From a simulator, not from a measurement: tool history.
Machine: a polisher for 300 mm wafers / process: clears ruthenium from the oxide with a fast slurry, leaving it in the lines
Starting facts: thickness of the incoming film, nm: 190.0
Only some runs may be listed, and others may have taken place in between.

run  hour  flow of slurry (ml/min)  pressure of the wafer on the pad (kPa)  speed of the pad under the wafer (cm/s)  abrasive content of the slurry  overpolish time after the end point (s)  time until the end point was called (s)  dishing of a wide line in a test structure (nm)
  1     0                      265                                    24.1                                       76                               1                                       29                                   36.653                                           56.446
  2   5.8                      265                                    18.6                                       76                               1                                       29                                   46.693                                            50.73
  3  12.4                      265                                    15.2                                       76                               1                                       29                                   54.397                                           46.465
  4    20                      230                                    15.2                                       76                               1                                       29                                   56.343                                           45.171
  5  20.7                      230                                    15.2                                       76                             1.2                                       29                                   52.057                                           47.916
  6  28.1                      230                                    15.2                                       66                             1.2                                       29                                   57.797                                           46.145
  7  34.4                      255                                    22.1                                       62                             1.4                                       15                                   42.036                                           38.083
  8  41.2                      260                                    24.1                                       62                             1.4                                       14                                   38.895                                           38.855
  9  50.2                      270                                    25.5                                       62                             1.4                                       13                                   37.074                                           38.403
 10  58.4                      275                                    26.9                                       62                             1.4                                       12                                   34.972                                             36.4

What does the tool deliver on the next run?
 11  61.9                      275                                    28.3                                       62                             1.4                                       13                                        ?                                                ?

{"run 11": {"time until the end point was called (s)": 33.698, "dishing of a wide line in a test structure (nm)": 38.669}}

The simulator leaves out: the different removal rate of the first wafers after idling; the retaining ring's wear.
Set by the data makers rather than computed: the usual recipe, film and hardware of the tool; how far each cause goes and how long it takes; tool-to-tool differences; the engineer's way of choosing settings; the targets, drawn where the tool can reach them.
